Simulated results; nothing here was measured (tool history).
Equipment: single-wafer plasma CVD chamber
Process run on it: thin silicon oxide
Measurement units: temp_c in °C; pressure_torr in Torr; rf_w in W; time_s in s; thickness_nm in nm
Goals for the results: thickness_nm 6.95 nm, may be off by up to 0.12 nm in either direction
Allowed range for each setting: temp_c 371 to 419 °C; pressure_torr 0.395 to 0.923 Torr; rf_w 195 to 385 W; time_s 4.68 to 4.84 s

run,hour,temp_c,pressure_torr,rf_w,time_s,thickness_nm
1,0,395,0.659,290,4.68,6.4377
2,7.3,395,0.57,290,4.68,5.6383
3,12.9,395,0.612,290,4.68,5.9987
4,20.3,395,0.612,270,4.68,5.7848
5,21.8,395,0.649,270,4.68,6.1197
6,25.5,395,0.547,270,4.68,5.2038
7,34,395,0.602,270,4.68,5.6958
8,37.6,395,0.641,270,4.68,6.0015

Exercise: of the 5 proposed moves below, exactly one satisfies all targets within the stated allowed misses. Which move is it?
A,41.2,401,0.538,230,4.82,?
B,41.2,407,0.701,305,4.68,?
C,41.2,394,0.58,255,4.68,?
D,41.2,394,0.682,250,4.84,?
E,41.2,399,0.581,270,4.76,?

move,thickness_nm
A,4.8037
B,7.0342
C,5.3673
D,6.4133
E,5.6307
A: moves away from the targets compared with the last run
B: each result inside its tolerance
C: moves away from the targets compared with the last run
D: closer than the last run, but not yet in spec
E: moves away from the targets compared with the last run
Correct choice: B, which meets every target
